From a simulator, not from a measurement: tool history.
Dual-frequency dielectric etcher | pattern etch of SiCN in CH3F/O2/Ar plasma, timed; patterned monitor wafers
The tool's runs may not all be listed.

run  hour  source power (kW)  bias power (kW)  etch time (s)  mean etch depth across the wafer (Å)
  1   0.0              0.390            0.103           81.5                                360.78
  2   3.4              0.390            0.103           81.5                                363.59
  3   9.3              0.400            0.103           81.5                                364.05
  4  12.7              0.400            0.120           81.5                                384.61
  5  13.6              0.360            0.120           81.5                                363.87
  6  14.6              0.320            0.120           81.5                                340.57
  7  16.7              0.330            0.120           81.5                                347.49

What does the tool deliver on the next run?
  8  25.0              0.340            0.120           81.5                                     ?

{"run 8": {"mean etch depth across the wafer (Å)": 350.01}}
